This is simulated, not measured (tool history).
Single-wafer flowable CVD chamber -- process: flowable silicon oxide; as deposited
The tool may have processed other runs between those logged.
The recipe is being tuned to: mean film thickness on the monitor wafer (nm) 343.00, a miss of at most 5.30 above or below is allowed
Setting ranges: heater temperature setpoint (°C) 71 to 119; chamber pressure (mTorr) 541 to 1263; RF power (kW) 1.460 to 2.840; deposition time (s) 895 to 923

run  hour  heater temperature setpoint (°C)  chamber pressure (mTorr)  RF power (kW)  deposition time (s)  mean film thickness on the monitor wafer (nm)
  1   0.0                                95                       902          2.150                  895                                         733.46
  2   8.1                                95                       902          2.440                  895                                         749.57
  3  13.0                                95                      1045          2.440                  895                                         859.81
  4  22.0                               102                      1006          2.435                  895                                         652.74
  5  27.0                               107                       988          2.430                  895                                         538.29
     28.4  -- RF generator calibrated
  6  28.4                               103                       988          2.430                  895                                         620.78
  7  31.2                               108                       974          2.430                  895                                         514.39
  8  33.0                               111                       965          2.430                  895                                         462.90

Consider the 5 candidate settings below. Which is the only one whose results all fall within their allowed miss of target?
  A  34.8                               104                      1025          1.920                  902                                              ?
  B  34.8                               117                       918          2.305                  895                                              ?
  C  34.8                               101                      1034          2.525                  922                                              ?
  D  34.8                               110                       997          2.445                  912                                              ?
  E  34.8                               117                       870          2.480                  895                                              ?

move  mean film thickness on the monitor wafer (nm)
   A                                         606.49
   B                                         360.07
   C                                         721.97
   D                                         502.44
   E                                         344.85
A: its largest miss is bigger than the last run's
B: nearer than the last run, and not there yet
C: its largest miss is bigger than the last run's
D: its largest miss is bigger than the last run's
E: meets every target
Answer: E
